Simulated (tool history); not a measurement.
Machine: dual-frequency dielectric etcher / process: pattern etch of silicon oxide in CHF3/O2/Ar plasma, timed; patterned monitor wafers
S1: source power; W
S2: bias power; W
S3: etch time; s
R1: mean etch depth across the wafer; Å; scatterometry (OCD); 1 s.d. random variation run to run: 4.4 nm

run  hour   S1   S2     S3      R1
  1   0.0  740  227  294.0  6697.6
  2   6.9  740  227  272.5  6126.5
  3  14.0  620  227  272.5  5824.8
  4  18.6  680  233  273.0  5995.3
  5  23.9  680  233  294.0  6497.6
  6  29.8  680  264  294.0  6769.7
  7  37.8  710  266  294.0  6919.7
  8  39.0  730  267  294.0  6948.9
  9  39.6  730  267  294.0  7049.2

Run 10, settings as shown, results not yet in. Your forecast:
 10  43.8  740  268  294.0   ?

R1: 7099.7 Å
